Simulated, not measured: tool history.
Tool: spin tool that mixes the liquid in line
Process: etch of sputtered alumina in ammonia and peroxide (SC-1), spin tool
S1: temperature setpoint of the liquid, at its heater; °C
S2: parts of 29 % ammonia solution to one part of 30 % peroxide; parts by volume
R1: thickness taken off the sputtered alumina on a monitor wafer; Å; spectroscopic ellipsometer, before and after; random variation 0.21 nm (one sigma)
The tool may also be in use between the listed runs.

Run 1, day 0.000: S1 51.0 °C, S2 0.65 parts by volume, time under the liquid (s) 290. Result: R1 204.47 Å.
Run 2, day 0.138: S1 48.5 °C, S2 0.65 parts by volume, time under the liquid (s) 290. Result: R1 177.37 Å.
Run 3, day 0.454: S1 50.5 °C, S2 0.65 parts by volume, time under the liquid (s) 290. Result: R1 198.04 Å.
Run 4, day 0.512: S1 50.5 °C, S2 0.65 parts by volume, time under the liquid (s) 310. Result: R1 208.49 Å.
Run 5, day 0.650: S1 50.5 °C, S2 0.85 parts by volume, time under the liquid (s) 310. Result: R1 219.94 Å.
Run 6, day 0.754: S1 52.0 °C, S2 0.85 parts by volume, time under the liquid (s) 310. Result: R1 234.49 Å.
Run 7, day 0.800: S1 53.0 °C, S2 0.85 parts by volume, time under the liquid (s) 310. Result: R1 250.11 Å.
Run 8, day 1.067: S1 54.0 °C, S2 0.85 parts by volume, time under the liquid (s) 310. Result: R1 265.20 Å.
Run 9, day 1.188: S1 54.5 °C, S2 0.85 parts by volume, time under the liquid (s) 310. Result: R1 269.34 Å.
Run 10, day 1.433: S1 55.0 °C, S2 0.85 parts by volume, time under the liquid (s) 310. Result: R1 278.52 Å.
Run 11, day 1.779: S1 55.5 °C, S2 0.85 parts by volume, time under the liquid (s) 310. Result: R1 285.77 Å.

Forecast run 12:
Run 12, day 1.875: S1 56.0 °C, S2 0.85 parts by volume, time under the liquid (s) 310. Result: R1 ?.

R1: 293.66 Å
